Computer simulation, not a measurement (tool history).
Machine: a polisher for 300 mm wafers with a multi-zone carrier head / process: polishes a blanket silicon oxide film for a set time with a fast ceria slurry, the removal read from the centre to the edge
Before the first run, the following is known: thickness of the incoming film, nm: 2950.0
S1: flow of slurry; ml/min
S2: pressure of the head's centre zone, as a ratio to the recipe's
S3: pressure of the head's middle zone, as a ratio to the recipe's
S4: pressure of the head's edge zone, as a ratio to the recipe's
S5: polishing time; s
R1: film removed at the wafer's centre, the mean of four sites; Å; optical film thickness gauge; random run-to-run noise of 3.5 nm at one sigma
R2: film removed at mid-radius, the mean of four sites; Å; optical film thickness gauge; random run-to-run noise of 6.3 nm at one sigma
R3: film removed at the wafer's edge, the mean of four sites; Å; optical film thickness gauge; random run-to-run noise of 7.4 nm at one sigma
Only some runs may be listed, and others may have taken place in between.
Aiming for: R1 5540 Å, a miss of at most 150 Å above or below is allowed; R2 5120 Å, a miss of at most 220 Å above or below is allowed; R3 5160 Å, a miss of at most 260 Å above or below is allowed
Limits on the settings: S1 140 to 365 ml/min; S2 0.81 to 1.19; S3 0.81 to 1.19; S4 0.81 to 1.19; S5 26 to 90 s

run	hour	S1	S2	S3	S4	S5	R1	R2	R3
1	0	235	1	1	1	58	8494.7	8618.2	8849.3
2	8.9	235	1	1	1	67	9948.8	9618.2	10019
3	10.6	235	0.96	1	1	67	9504	9650	9942.3
4	15.1	235	1	1	1	67	9917.8	9625.3	10007
5	21.2	230	1.02	0.98	0.96	58	8770.6	8103.4	8352.6
6	29.8	230	0.98	0.98	0.96	58	8355.3	8229.8	8438.1
7	31.1	225	0.98	0.96	0.93	53	7575.5	7280.6	7748.7
8	38.8	230	0.99	0.96	0.91	48	6992.4	6816.9	6711.5
9	45	235	0.98	0.94	0.89	45	6519.4	6248.8	6440.8
10	47.6	235	0.98	0.94	0.88	43	6201.1	5940.9	6165.4
11	56.2	235	0.99	0.94	0.87	41	5971.9	5799	5656.5
12	59.3	235	0.99	0.94	0.87	41	6015.5	5616.8	5763
13	65.5	235	0.99	0.94	0.86	40	5782.6	5499	5568.6
14	70.4	235	0.99	0.94	0.85	40	5849.8	5494.8	5514

4 next moves are on the table. One of them brings every result within its allowed miss. Which?
A	75.3	205	0.92	0.81	0.95	42	?	?	?
B	75.3	210	1.09	1.11	0.81	39	?	?	?
C	75.3	225	0.99	0.9	0.82	38	?	?	?
D	75.3	215	1.09	0.89	0.86	39	?	?	?

move	R1	R2	R3
A	5665.4	5150.8	6053
B	6272.3	6036.9	5221.5
C	5588.5	5076.2	5157.9
D	6282.9	5138.4	5386.5
A: the worst result of the last run now meets its target, but another is out of spec
B: the biggest miss grows against the last run
C: every result lands within tolerance
D: the biggest miss grows against the last run
C meets every target.
